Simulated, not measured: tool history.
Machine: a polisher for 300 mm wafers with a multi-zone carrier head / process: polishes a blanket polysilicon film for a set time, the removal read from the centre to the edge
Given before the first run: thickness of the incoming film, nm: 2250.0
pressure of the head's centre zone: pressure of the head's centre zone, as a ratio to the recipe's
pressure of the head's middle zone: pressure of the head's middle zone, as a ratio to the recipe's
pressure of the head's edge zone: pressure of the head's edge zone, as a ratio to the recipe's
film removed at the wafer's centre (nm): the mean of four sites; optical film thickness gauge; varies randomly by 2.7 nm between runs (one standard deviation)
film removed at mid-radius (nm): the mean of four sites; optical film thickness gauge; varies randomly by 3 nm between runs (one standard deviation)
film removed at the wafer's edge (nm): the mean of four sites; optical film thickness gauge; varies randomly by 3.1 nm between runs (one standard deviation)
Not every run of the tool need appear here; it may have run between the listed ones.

run    day  flow of slurry (ml/min)  pressure of the head's centre zone  pressure of the head's middle zone  pressure of the head's edge zone  polishing time (s)  film removed at the wafer's centre (nm)  film removed at mid-radius (nm)  film removed at the wafer's edge (nm)
  1  0.000                      145                                1.00                                1.00                              1.00                  76                                   410.34                           449.57                                 445.16
  2  0.296                      140                                1.06                                0.94                              0.97                  63                                   353.61                           353.62                                 365.61
  3  0.379                      140                                1.01                                0.94                              0.97                  63                                   345.24                           354.19                                 359.63
  4  0.658                      140                                1.01                                0.94                              1.02                  63                                   340.58                           342.79                                 372.65
  5  0.833                      105                                1.01                                0.94                              1.02                  63                                   312.99                           316.64                                 351.33
  6  0.929                      125                                1.01                                0.94                              1.02                  63                                   327.91                           341.00                                 368.17
  7  1.075                      115                                1.07                                0.90                              0.96                  58                                   317.29                           294.22                                 322.12
  8  1.158                       95                                1.17                                0.81                              0.86                  48                                   270.01                           210.50                                 245.74
  9  1.500                      105                                1.18                                0.81                              0.86                  48                                   279.68                           218.70                                 240.86

The next listed run, before its measurement:
 10  1.838                      105                                1.18                                0.81                              0.88                  48                                        ?                                ?                                      ?

{"run 10": {"film removed at the wafer's centre (nm)": 279.96, "film removed at mid-radius (nm)": 218.96, "film removed at the wafer's edge (nm)": 255.5}}

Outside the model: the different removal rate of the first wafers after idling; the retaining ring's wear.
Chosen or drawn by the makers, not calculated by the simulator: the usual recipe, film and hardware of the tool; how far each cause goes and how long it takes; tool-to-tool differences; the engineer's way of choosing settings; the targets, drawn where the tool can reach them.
